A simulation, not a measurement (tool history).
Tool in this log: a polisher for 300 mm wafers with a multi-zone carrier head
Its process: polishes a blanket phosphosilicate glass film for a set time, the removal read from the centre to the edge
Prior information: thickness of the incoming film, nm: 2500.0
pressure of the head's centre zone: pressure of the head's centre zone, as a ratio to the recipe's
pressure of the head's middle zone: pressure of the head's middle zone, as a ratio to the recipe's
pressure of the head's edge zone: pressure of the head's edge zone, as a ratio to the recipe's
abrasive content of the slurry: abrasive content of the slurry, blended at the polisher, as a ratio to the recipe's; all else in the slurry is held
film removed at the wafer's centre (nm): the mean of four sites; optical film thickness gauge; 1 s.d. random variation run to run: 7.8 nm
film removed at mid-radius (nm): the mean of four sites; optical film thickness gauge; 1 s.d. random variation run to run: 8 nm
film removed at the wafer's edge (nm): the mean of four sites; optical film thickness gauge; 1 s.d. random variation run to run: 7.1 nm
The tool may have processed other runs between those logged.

run  hour  flow of slurry (ml/min)  pressure of the head's centre zone  pressure of the head's middle zone  pressure of the head's edge zone  abrasive content of the slurry  polishing time (s)  film removed at the wafer's centre (nm)  film removed at mid-radius (nm)  film removed at the wafer's edge (nm)
  1   0.0                      180                                1.00                                1.00                              1.00                            1.00                  87                                   925.48                           927.22                                 920.94
  2   7.4                      180                                1.00                                1.00                              0.95                            1.00                  87                                   923.56                           896.09                                 914.98
  3  13.9                      180                                1.00                                1.00                              0.89                            1.00                  87                                   911.62                           924.45                                 882.35
  4  20.3                      210                                1.00                                1.00                              0.89                            1.00                  87                                   940.41                           931.91                                 894.13
  5  25.6                      210                                0.98                                1.00                              0.88                            0.85                  81                                   767.86                           796.21                                 760.24
  6  28.6                      210                                0.98                                1.00                              0.87                            0.75                  78                                   687.53                           691.43                                 657.95
  7  34.8                      205                                0.96                                1.00                              0.86                            0.70                  78                                   628.90                           647.11                                 620.38

The next listed run, before its measurement:
  8  40.3                      190                                0.95                                1.00                              0.85                            0.70                  78                                        ?                                ?                                      ?

film removed at the wafer's centre (nm): 620.06
film removed at mid-radius (nm): 626.43
film removed at the wafer's edge (nm): 609.28
